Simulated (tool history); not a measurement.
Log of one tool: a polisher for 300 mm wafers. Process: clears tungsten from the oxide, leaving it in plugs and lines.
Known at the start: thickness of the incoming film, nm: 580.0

run	hour	flow of slurry (ml/min)	pressure of the wafer on the pad (psi)	speed of the pad under the wafer (cm/s)	abrasive content of the slurry	overpolish time after the end point (s)	time until the end point was called (s)
1	0.0	315	4.4	118	1.0	40	102.590
2	8.4	315	5.0	118	1.0	40	90.765
3	11.4	250	5.0	118	1.0	40	94.563
4	14.1	250	5.0	102	1.0	40	106.740
5	22.0	250	5.0	102	1.0	42	108.060
6	27.1	260	5.2	102	1.0	42	102.700
7	29.8	260	5.2	102	1.0	42	102.970
8	31.8	260	5.2	102	1.0	42	102.020
9	38.8	270	5.3	102	1.0	42	99.333

The next listed run, before its measurement:
10	43.2	285	5.4	102	1.0	42	?

Run 10 gave time until the end point was called (s) 97.903.
